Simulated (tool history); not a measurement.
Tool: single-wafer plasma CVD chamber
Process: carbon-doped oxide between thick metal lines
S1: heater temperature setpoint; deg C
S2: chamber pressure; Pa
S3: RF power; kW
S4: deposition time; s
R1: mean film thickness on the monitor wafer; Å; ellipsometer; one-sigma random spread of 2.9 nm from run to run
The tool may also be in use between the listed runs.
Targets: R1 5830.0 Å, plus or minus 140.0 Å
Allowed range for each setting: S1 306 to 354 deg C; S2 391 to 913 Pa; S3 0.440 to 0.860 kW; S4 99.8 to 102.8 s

Run 1, hour 0.0: S1 330 deg C, S2 652 Pa, S3 0.650 kW, S4 99.8 s. Result: R1 6384.4 Å.
Run 2, hour 5.9: S1 330 deg C, S2 652 Pa, S3 0.650 kW, S4 102.8 s. Result: R1 6563.5 Å.
Run 3, hour 14.8: S1 331 deg C, S2 635 Pa, S3 0.640 kW, S4 102.7 s. Result: R1 6499.8 Å.
Run 4, hour 18.3: S1 325 deg C, S2 635 Pa, S3 0.640 kW, S4 102.7 s. Result: R1 6615.9 Å.
Run 5, hour 23.3: S1 326 deg C, S2 619 Pa, S3 0.630 kW, S4 102.6 s. Result: R1 6523.9 Å.
Run 6, hour 26.8: S1 328 deg C, S2 607 Pa, S3 0.620 kW, S4 102.5 s. Result: R1 6365.8 Å.
Run 7, hour 33.0: S1 329 deg C, S2 593 Pa, S3 0.615 kW, S4 102.5 s. Result: R1 6347.1 Å.
Run 8, hour 39.7: S1 335 deg C, S2 516 Pa, S3 0.540 kW, S4 101.9 s. Result: R1 5620.4 Å.

Which single option among these 5 for the next run brings every result within its allowed miss of target? Just one does.
Run A, hour 46.4: S1 339 deg C, S2 545 Pa, S3 0.565 kW, S4 102.8 s. Result: R1 ?.
Run B, hour 46.4: S1 328 deg C, S2 529 Pa, S3 0.475 kW, S4 99.8 s. Result: R1 ?.
Run C, hour 46.4: S1 337 deg C, S2 391 Pa, S3 0.520 kW, S4 102.8 s. Result: R1 ?.
Run D, hour 46.4: S1 326 deg C, S2 505 Pa, S3 0.475 kW, S4 100.5 s. Result: R1 ?.
Run E, hour 46.4: S1 333 deg C, S2 508 Pa, S3 0.505 kW, S4 99.8 s. Result: R1 ?.

move      R1
   A  5778.4
   B  5310.9
   C  5333.9
   D  5348.6
   E  5348.7
A: every result lands within tolerance
B: its largest miss is bigger than the last run's
C: its largest miss is bigger than the last run's
D: its largest miss is bigger than the last run's
E: its largest miss is bigger than the last run's
Answer: A
